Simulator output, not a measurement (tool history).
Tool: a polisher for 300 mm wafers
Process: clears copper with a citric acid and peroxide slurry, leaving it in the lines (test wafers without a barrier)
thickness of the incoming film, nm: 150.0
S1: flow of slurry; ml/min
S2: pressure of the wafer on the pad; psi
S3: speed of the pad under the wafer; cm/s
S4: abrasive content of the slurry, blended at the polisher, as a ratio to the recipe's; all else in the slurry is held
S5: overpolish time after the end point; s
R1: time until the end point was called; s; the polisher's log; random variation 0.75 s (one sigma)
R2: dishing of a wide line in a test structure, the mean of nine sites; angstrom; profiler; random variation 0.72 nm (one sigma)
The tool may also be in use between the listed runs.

{"run": 1, "hour": 0.0, "S1": 155, "S2": 2.1, "S3": 110, "S4": 1.0, "S5": 26, "R1": 72.742, "R2": 374.21}
{"run": 2, "hour": 8.9, "S1": 150, "S2": 2.3, "S3": 110, "S4": 1.0, "S5": 28, "R1": 65.87, "R2": 423.87}
{"run": 3, "hour": 11.2, "S1": 150, "S2": 2.1, "S3": 110, "S4": 1.0, "S5": 28, "R1": 72.801, "R2": 397.62}
{"run": 4, "hour": 17.5, "S1": 145, "S2": 2.2, "S3": 110, "S4": 1.0, "S5": 30, "R1": 69.014, "R2": 433.61}
{"run": 5, "hour": 19.5, "S1": 145, "S2": 2.2, "S3": 84, "S4": 1.0, "S5": 30, "R1": 89.113, "R2": 355.25}
{"run": 6, "hour": 27.5, "S1": 145, "S2": 2.2, "S3": 84, "S4": 1.2, "S5": 30, "R1": 84.069, "R2": 357.7}
{"run": 7, "hour": 30.3, "S1": 145, "S2": 2.4, "S3": 88, "S4": 1.15, "S5": 31, "R1": 77.282, "R2": 409.02}
{"run": 8, "hour": 36.3, "S1": 155, "S2": 3.0, "S3": 110, "S4": 1.1, "S5": 35, "R1": 48.946, "R2": 634.02}
{"run": 9, "hour": 39.5, "S1": 155, "S2": 3.0, "S3": 110, "S4": 1.1, "S5": 36, "R1": 50.394, "R2": 657.82}
{"run": 10, "hour": 47.3, "S1": 155, "S2": 3.0, "S3": 110, "S4": 1.1, "S5": 37, "R1": 49.25, "R2": 674.35}

Run 11 comes next. What will it give?
{"run": 11, "hour": 54.3, "S1": 150, "S2": 3.0, "S3": 110, "S4": 1.1, "S5": 38, "R1": "?", "R2": "?"}

R1: 49.444 s
R2: 685.90 angstrom
